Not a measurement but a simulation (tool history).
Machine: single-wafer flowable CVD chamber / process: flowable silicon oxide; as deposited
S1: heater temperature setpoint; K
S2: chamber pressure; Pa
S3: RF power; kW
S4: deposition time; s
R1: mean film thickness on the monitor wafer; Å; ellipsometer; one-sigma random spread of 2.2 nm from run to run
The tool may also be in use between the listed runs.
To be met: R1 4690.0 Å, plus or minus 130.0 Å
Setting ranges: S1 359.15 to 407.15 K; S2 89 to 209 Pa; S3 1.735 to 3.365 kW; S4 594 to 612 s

run 1 hour=0.0 | S1=383.15 S2=149 S3=2.550 S4=594 | R1=3748.4
run 2 hour=2.5 | S1=381.15 S2=149 S3=2.550 S4=594 | R1=4033.6
run 3 hour=9.5 | S1=379.15 S2=149 S3=2.550 S4=594 | R1=4322.3
run 4 hour=16.1 | S1=378.15 S2=149 S3=2.550 S4=594 | R1=4504.8
run 5 hour=18.9 | S1=383.15 S2=149 S3=2.550 S4=594 | R1=3736.8
run 6 hour=21.3 | S1=383.15 S2=135 S3=2.550 S4=594 | R1=3356.7
run 7 hour=21.9 | S1=380.15 S2=135 S3=2.550 S4=594 | R1=3772.1
run 8 hour=23.9 | S1=373.15 S2=135 S3=2.550 S4=594 | R1=4883.5

Which one of the following 4 next-run settings gets every result inside its allowed miss? There is exactly one.
run A hour=25.9 | S1=375.15 S2=143 S3=2.645 S4=612 | R1=?
run B hour=25.9 | S1=380.15 S2=176 S3=2.790 S4=596 | R1=?
run C hour=25.9 | S1=373.15 S2=135 S3=3.035 S4=594 | R1=?
run D hour=25.9 | S1=363.15 S2=92 S3=2.605 S4=595 | R1=?

move=A R1=5025.8
move=B R1=4994.3
move=C R1=5003.1
move=D R1=4767.6
A: further off than the last run
B: further off than the last run
C: further off than the last run
D: every result within its allowed miss
Correct choice: D, which meets every target
